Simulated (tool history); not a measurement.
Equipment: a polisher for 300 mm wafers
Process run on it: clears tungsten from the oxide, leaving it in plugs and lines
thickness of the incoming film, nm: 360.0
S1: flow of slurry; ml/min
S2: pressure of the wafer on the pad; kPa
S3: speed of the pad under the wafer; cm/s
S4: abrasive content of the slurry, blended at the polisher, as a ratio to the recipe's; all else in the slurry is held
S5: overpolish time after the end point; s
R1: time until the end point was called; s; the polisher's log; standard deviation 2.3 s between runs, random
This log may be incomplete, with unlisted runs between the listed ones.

run	hour	S1	S2	S3	S4	S5	R1
1	0	305	21.4	106	1	21	89.592
2	0.7	305	26.2	106	1	21	72.004
3	7.6	355	26.2	106	1	21	72.161
4	16.4	355	22.8	104	1	21	83.981
5	25	355	22.8	104	1	21	85.422
6	26.9	355	20	102	1	21	96.442
7	34.1	355	17.9	100	1	21	109.89

Run 8 has not been measured yet. What should we expect?
8	42	355	16.5	100	1	21	?

R1: 122.27 s
